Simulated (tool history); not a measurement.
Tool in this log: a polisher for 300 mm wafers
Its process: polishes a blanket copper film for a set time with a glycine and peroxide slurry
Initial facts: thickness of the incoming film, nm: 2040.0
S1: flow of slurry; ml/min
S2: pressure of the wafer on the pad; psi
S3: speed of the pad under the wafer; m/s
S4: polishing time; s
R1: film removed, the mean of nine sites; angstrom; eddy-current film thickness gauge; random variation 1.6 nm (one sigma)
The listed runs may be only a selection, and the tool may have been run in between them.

run    day   S1   S2    S3  S4      R1
  1      0  165  2.6   1.2  47    2367
  2  0.238  165  2.4  1.18  47    2213
  3  0.583  180  2.4  1.18  47    2248
  4  0.658  175  2.2  1.16  47  2135.9
  5  0.962  170    2  1.12  47  1964.1
  6  1.279  170  1.9   1.1  47  1860.4

What will run 7 give?
  7  1.633  165  1.8  1.08  47   ?

R1: 1775 angstrom
